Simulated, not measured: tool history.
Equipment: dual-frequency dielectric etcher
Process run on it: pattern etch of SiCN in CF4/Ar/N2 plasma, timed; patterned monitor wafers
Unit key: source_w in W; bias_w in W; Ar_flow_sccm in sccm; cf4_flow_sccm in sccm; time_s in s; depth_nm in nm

| run | hour | source_w | bias_w | Ar_flow_sccm | cf4_flow_sccm | time_s | depth_nm |
|---|---|---|---|---|---|---|---|
| 1 | 0 | 570 | 63 | 135 | 71 | 77 | 63.065 |
| 2 | 7.5 | 540 | 60 | 139 | 70 | 76.5 | 57.577 |
| 3 | 11.4 | 510 | 58 | 140 | 70 | 76.5 | 53.746 |
| 4 | 12.5 | 510 | 51 | 140 | 70 | 76.5 | 50.243 |
| 5 | 20.2 | 510 | 51 | 140 | 64 | 76.5 | 49.499 |
| 6 | 21.7 | 510 | 40 | 140 | 64 | 76.5 | 43.647 |
| 7 | 24.1 | 500 | 40 | 140 | 64 | 76.5 | 42.139 |
| 8 | 32.9 | 490 | 40 | 140 | 64 | 76.5 | 41.748 |
| 9 | 35.6 | 480 | 40 | 140 | 64 | 76.5 | 40.417 |

The next listed run, before its measurement:
| 10 | 41.9 | 420 | 39 | 140 | 64 | 76.5 | ? |

depth_nm: 36.082 nm
